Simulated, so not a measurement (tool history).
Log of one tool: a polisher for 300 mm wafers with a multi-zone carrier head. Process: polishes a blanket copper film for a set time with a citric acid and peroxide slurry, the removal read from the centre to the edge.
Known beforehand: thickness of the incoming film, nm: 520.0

| run | day | flow of slurry (ml/min) | pressure of the head's centre zone | pressure of the head's middle zone | pressure of the head's edge zone | abrasive content of the slurry | polishing time (s) | film removed at the wafer's centre (angstrom) | film removed at mid-radius (angstrom) | film removed at the wafer's edge (angstrom) |
|---|---|---|---|---|---|---|---|---|---|---|
| 1 | 0 | 155 | 1 | 1 | 1 | 1 | 54 | 1840.4 | 1857.9 | 1816.6 |
| 2 | 0.208 | 150 | 0.99 | 0.98 | 0.99 | 0.95 | 52 | 1721.8 | 1709.5 | 1734.6 |
| 3 | 0.558 | 150 | 0.99 | 0.98 | 0.99 | 0.95 | 60 | 1930.9 | 1969.6 | 2020.9 |
| 4 | 0.767 | 150 | 0.98 | 0.97 | 0.98 | 0.9 | 57 | 1868.5 | 1810.1 | 1867.4 |
| 5 | 0.808 | 145 | 0.96 | 0.97 | 0.98 | 0.85 | 55 | 1719.5 | 1732.1 | 1781 |
| 6 | 1.012 | 145 | 0.96 | 0.97 | 0.98 | 0.85 | 60 | 1874.2 | 1898 | 1932.1 |

What does the tool deliver on the next run?
| 7 | 1.279 | 140 | 0.94 | 0.95 | 0.97 | 0.8 | 58 | ? | ? | ? |

Run 7 measured film removed at the wafer's centre (angstrom) 1730, film removed at mid-radius (angstrom) 1771.6, film removed at the wafer's edge (angstrom) 1812.5.

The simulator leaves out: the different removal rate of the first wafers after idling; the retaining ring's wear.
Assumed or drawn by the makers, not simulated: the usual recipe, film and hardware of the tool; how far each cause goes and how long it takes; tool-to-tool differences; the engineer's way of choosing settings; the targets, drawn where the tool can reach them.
